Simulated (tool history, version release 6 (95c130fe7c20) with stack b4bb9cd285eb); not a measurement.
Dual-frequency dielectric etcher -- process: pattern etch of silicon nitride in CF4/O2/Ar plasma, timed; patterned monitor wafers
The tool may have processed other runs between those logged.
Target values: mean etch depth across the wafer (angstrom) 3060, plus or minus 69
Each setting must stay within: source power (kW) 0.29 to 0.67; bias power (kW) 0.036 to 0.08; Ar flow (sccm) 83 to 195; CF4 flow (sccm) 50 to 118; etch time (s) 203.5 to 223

run	hour	source power (kW)	bias power (kW)	Ar flow (sccm)	CF4 flow (sccm)	etch time (s)	mean etch depth across the wafer (angstrom)
1	0	0.48	0.058	139	84	223	4058.2
2	4.2	0.44	0.058	139	84	223	3798.9
3	8.6	0.41	0.058	139	84	223	3571.6
4	15.3	0.44	0.058	139	84	223	3777.2
5	21.5	0.41	0.058	139	84	223	3525.7
6	29	0.39	0.058	139	84	223	3464.5
7	37.1	0.37	0.058	139	84	223	3317.8
8	40	0.32	0.057	139	84	223	2974.4
9	42.9	0.32	0.057	139	84	223	2951.9

Of the 4 settings listed for the next run, only one would bring every result within its allowed miss of target. Which one?
A	45.8	0.33	0.057	123	83	203.5	?
B	45.8	0.37	0.057	157	76	215	?
C	45.8	0.29	0.071	111	85	207.5	?
D	45.8	0.38	0.047	83	81	223	?

move	mean etch depth across the wafer (angstrom)
A	2801.9
B	3082.3
C	2954.2
D	3240.3
A: its largest miss is bigger than the last run's
B: hits every target within its allowed miss
C: just as far off the targets as the last run
D: carries the result that was furthest off beyond its target, to the other side
B meets every target.

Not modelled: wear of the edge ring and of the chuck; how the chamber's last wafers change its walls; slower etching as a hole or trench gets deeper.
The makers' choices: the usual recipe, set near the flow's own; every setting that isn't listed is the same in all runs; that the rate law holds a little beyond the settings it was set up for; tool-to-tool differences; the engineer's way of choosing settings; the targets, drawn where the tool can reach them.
